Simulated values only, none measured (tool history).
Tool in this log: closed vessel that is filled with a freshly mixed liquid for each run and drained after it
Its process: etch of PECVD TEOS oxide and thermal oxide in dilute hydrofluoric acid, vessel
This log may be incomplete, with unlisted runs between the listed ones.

run	hour	temperature setpoint of the liquid (K)	parts of water to one part of 49 % hydrofluoric acid (parts by volume)	time in the liquid (s)	thickness taken off the PECVD TEOS oxide on a monitor wafer (angstrom)	thickness taken off the thermal oxide on a monitor wafer (angstrom)
1	0.0	294.15	150	210	167.46	45.286
2	9.0	295.15	140	210	189.33	50.184
3	15.5	295.65	130	210	209.69	56.441
4	22.1	295.65	150	210	176.62	47.062
5	26.9	296.65	140	210	199.36	53.394
6	30.5	293.15	140	210	174.54	46.229
7	33.8	294.15	130	210	198.56	52.238
8	39.3	298.15	75	210	433.26	113.830
9	42.3	297.65	75	210	429.17	112.340
10	46.2	297.15	75	210	415.66	111.460
# hour 52.8: hydrofluoric acid flow meter replaced
11	52.8	296.15	75	210	460.90	121.970
12	54.2	296.15	75	210	461.18	123.330

Run 13 is up next; what results do you expect?
13	63.1	296.65	75	210	?	?

For run 13 the tool returned thickness taken off the PECVD TEOS oxide on a monitor wafer (angstrom) 467.90, thickness taken off the thermal oxide on a monitor wafer (angstrom) 122.430.

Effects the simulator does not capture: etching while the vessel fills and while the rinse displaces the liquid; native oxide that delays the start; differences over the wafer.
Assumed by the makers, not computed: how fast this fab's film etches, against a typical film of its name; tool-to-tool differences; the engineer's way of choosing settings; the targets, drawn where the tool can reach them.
